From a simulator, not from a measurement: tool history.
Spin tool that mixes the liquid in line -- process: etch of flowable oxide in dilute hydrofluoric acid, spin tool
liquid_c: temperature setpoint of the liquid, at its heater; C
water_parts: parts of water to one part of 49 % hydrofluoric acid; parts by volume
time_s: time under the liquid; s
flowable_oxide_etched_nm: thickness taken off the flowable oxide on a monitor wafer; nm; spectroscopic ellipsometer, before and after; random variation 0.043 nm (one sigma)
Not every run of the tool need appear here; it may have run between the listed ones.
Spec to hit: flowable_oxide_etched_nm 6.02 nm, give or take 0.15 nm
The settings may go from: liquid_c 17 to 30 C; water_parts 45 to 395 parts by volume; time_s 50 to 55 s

run,hour,liquid_c,water_parts,time_s,flowable_oxide_etched_nm
1,0,22,220,50,10.262
2,7.6,22,275,50,7.8058
3,10.7,21,280,50,7.3045
4,12.3,21,280,50,7.4257
5,17,20,285,50,6.8926
6,25.1,19.5,285,50,6.7495
7,29,19,285,50,6.7371
8,38,18.5,290,50,6.3719
9,42.9,18,290,50,6.2719

Which of these 4 next moves meets every target?
A,47.8,17,300,55,?
B,47.8,19,305,50,?
C,47.8,17,270,50,?
D,47.8,18.5,275,50,?

move,flowable_oxide_etched_nm
A,6.2945
B,6.0395
C,6.5215
D,6.7497
A: moves away from the targets compared with the last run
B: every result within its allowed miss
C: moves away from the targets compared with the last run
D: moves away from the targets compared with the last run
So the answer is move B, the one that meets all the targets.
